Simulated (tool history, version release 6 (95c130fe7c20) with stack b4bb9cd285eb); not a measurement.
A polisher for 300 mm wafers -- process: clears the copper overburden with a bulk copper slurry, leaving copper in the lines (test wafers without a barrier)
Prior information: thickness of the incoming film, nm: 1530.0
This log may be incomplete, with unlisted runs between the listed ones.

| run | hour | flow of slurry (ml/min) | pressure of the wafer on the pad (psi) | speed of the pad under the wafer (m/s) | abrasive content of the slurry | overpolish time after the end point (s) | time until the end point was called (s) | dishing of a wide line in a test structure (Å) |
|---|---|---|---|---|---|---|---|---|
| 1 | 0 | 160 | 2.3 | 1.42 | 1 | 16 | 148.04 | 809.13 |
| 2 | 0.6 | 160 | 2.3 | 1.44 | 1 | 14 | 149.87 | 746.91 |
| 3 | 4.5 | 160 | 2.3 | 1.46 | 1 | 13 | 145.56 | 731.07 |
| 4 | 8.4 | 160 | 2.3 | 1.46 | 0.8 | 13 | 148.96 | 707.37 |
| 5 | 12.5 | 195 | 2.3 | 1.46 | 0.8 | 13 | 141.11 | 710.48 |
| 6 | 21.5 | 195 | 2.3 | 1.46 | 0.95 | 13 | 135.94 | 729.86 |
| 7 | 22.2 | 195 | 2.2 | 1.46 | 0.95 | 12 | 150.98 | 678.51 |
| 8 | 31.2 | 195 | 2.2 | 1.46 | 0.95 | 11 | 151.25 | 649.36 |
| 9 | 38.7 | 200 | 2.2 | 1.46 | 0.95 | 11 | 146.3 | 631.39 |
| 10 | 45.8 | 205 | 2.2 | 1.46 | 0.95 | 11 | 148.2 | 639.37 |

Forecast run 11:
| 11 | 47.4 | 210 | 2.2 | 1.46 | 0.95 | 11 | ? | ? |

{"run 11": {"time until the end point was called (s)": 148.4, "dishing of a wide line in a test structure (Å)": 641.89}}
